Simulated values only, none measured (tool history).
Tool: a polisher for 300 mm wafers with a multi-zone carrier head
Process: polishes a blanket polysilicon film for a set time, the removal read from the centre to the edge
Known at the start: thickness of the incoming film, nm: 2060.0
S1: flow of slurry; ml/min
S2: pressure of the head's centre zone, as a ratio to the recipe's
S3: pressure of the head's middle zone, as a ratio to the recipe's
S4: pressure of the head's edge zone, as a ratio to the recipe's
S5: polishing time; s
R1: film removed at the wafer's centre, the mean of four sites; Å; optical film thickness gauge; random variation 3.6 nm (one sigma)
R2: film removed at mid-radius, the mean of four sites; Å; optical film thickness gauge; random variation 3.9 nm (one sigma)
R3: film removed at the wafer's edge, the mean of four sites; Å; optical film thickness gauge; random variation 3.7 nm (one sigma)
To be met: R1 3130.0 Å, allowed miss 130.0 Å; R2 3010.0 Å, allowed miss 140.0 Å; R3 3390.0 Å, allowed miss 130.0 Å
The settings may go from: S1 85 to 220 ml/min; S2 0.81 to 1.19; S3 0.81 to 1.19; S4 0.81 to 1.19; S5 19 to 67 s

run,hour,S1,S2,S3,S4,S5,R1,R2,R3
1,0.0,140,1.00,1.00,1.00,43,2904.9,2593.1,2599.8
2,3.4,140,0.93,1.00,1.00,43,2756.8,2656.3,2630.8
3,9.7,115,0.93,1.00,1.00,43,2541.3,2479.0,2519.5
4,18.5,115,1.01,1.00,1.00,43,2822.0,2465.9,2517.3
5,26.7,115,1.01,0.95,1.00,43,2711.6,2360.7,2537.4
6,31.9,140,0.98,0.94,1.06,44,2845.2,2508.5,2763.2
7,37.6,155,0.95,0.94,1.10,45,2991.7,2686.4,2910.5
8,44.4,160,0.92,0.93,1.13,46,2959.8,2726.5,3061.1
9,51.7,170,0.91,0.93,1.15,47,3001.8,2844.4,3156.6
# hour 52.9: centre zone pressure recalibrated
10,52.9,175,0.90,0.93,1.16,48,2848.6,2867.4,3282.2
11,53.5,180,0.92,0.94,1.16,48,2930.3,2893.8,3280.9

Which of these 5 next moves meets every target?
A,54.1,180,0.96,0.91,1.15,50,?,?,?
B,54.1,160,1.06,0.94,1.04,52,?,?,?
C,54.1,220,0.81,0.95,1.19,48,?,?,?
D,54.1,130,1.04,0.86,1.00,51,?,?,?
E,54.1,200,0.87,0.94,1.19,47,?,?,?

move,R1,R2,R3
A,3140.7,3022.8,3303.4
B,3469.6,3150.6,3214.8
C,2709.7,3087.2,3299.5
D,3180.9,2772.2,2999.0
E,2771.4,2958.8,3198.9
A: meets every target
B: takes the result that was furthest off past its target
C: further off than the last run
D: brings the result that was furthest off to its target, and leaves another outside
E: further off than the last run
The right move is A.

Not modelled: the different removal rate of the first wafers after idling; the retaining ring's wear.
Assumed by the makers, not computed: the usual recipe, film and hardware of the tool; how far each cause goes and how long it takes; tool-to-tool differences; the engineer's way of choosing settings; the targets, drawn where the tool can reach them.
